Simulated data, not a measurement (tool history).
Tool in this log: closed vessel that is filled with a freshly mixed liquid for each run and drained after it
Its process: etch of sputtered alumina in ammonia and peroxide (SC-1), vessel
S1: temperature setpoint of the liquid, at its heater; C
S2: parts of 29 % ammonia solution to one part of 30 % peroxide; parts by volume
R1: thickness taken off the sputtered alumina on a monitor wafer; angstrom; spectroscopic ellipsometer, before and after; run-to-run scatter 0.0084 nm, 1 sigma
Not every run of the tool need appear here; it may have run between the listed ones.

Run 1, day 0: S1 63 C, S2 0.85 parts by volume, time in the liquid (s) 50. Result: R1 39.087 angstrom.
Run 2, day 0.333: S1 61 C, S2 0.85 parts by volume, time in the liquid (s) 50. Result: R1 35.302 angstrom.
Run 3, day 0.512: S1 59.5 C, S2 0.85 parts by volume, time in the liquid (s) 50. Result: R1 32.786 angstrom.
Run 4, day 0.767: S1 57 C, S2 0.85 parts by volume, time in the liquid (s) 50. Result: R1 28.528 angstrom.
Run 5, day 1.138: S1 64 C, S2 0.85 parts by volume, time in the liquid (s) 50. Result: R1 41.208 angstrom.
Run 6, day 1.412: S1 64 C, S2 1.05 parts by volume, time in the liquid (s) 50. Result: R1 42.198 angstrom.
Run 7, day 1.7: S1 62 C, S2 1.05 parts by volume, time in the liquid (s) 50. Result: R1 37.823 angstrom.
Run 8, day 1.738: S1 60 C, S2 1.05 parts by volume, time in the liquid (s) 50. Result: R1 34.058 angstrom.
Run 9, day 2.046: S1 60 C, S2 1.05 parts by volume, time in the liquid (s) 50. Result: R1 34.151 angstrom.

Estimate the outcome of run 10 from the log above:
Run 10, day 2.096: S1 58.5 C, S2 1.05 parts by volume, time in the liquid (s) 50. Result: R1 ?.

Logged for run 10: R1 31.997 angstrom.
